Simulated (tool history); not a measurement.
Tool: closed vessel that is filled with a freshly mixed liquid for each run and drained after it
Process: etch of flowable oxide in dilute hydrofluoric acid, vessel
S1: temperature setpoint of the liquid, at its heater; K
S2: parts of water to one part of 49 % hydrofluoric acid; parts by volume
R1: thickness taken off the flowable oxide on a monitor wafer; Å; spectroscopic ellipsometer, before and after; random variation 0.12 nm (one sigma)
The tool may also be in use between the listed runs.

{"run": 1, "hour": 0.0, "S1": 298.15, "S2": 165, "time in the liquid (s)": 105, "R1": 187.3}
{"run": 2, "hour": 3.5, "S1": 297.15, "S2": 165, "time in the liquid (s)": 105, "R1": 181.75}
{"run": 3, "hour": 4.0, "S1": 299.15, "S2": 165, "time in the liquid (s)": 105, "R1": 195.47}
{"run": 4, "hour": 8.0, "S1": 296.15, "S2": 165, "time in the liquid (s)": 105, "R1": 174.38}
{"run": 5, "hour": 11.1, "S1": 295.65, "S2": 165, "time in the liquid (s)": 105, "R1": 173.41}
{"run": 6, "hour": 13.1, "S1": 295.65, "S2": 165, "time in the liquid (s)": 110, "R1": 182.91}
{"run": 7, "hour": 20.9, "S1": 294.65, "S2": 165, "time in the liquid (s)": 110, "R1": 176.47}
{"hour": 28.4, "done": "hydrofluoric acid flow meter replaced"}
{"run": 8, "hour": 28.4, "S1": 294.15, "S2": 165, "time in the liquid (s)": 110, "R1": 184.18}
{"run": 9, "hour": 29.6, "S1": 293.15, "S2": 165, "time in the liquid (s)": 110, "R1": 175.57}

The next listed run, before its measurement:
{"run": 10, "hour": 31.6, "S1": 292.65, "S2": 165, "time in the liquid (s)": 110, "R1": "?"}

R1: 174.87 Å
